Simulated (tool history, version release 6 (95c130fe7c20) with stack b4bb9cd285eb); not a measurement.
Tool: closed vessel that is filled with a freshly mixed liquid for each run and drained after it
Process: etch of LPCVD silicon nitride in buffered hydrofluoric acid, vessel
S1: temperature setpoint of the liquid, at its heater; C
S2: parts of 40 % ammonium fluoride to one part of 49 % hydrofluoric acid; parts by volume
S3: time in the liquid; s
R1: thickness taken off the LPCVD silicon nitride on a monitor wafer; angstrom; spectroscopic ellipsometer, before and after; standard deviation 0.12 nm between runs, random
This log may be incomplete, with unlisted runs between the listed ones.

run    day    S1    S2    S3      R1
  1      0    21  13.5  3135  298.52
  2  0.358    21  13.5  3135  296.67
  3    0.6    20  13.5  3135  279.32
  4  0.729    18  13.5  3135  249.09
  5  0.983  17.5  13.5  3135  244.06
  6  1.217  17.5  15.5  3135  211.81
  7  1.512    18  15.5  3135  217.19
  8  1.546  18.5  15.5  3135  224.82
  9  1.917  18.5  15.5  3135  226.77

Run 10 has not been measured yet. What should we expect?
 10  1.979  19  15.5  3135   ?

R1: 231.73 angstrom
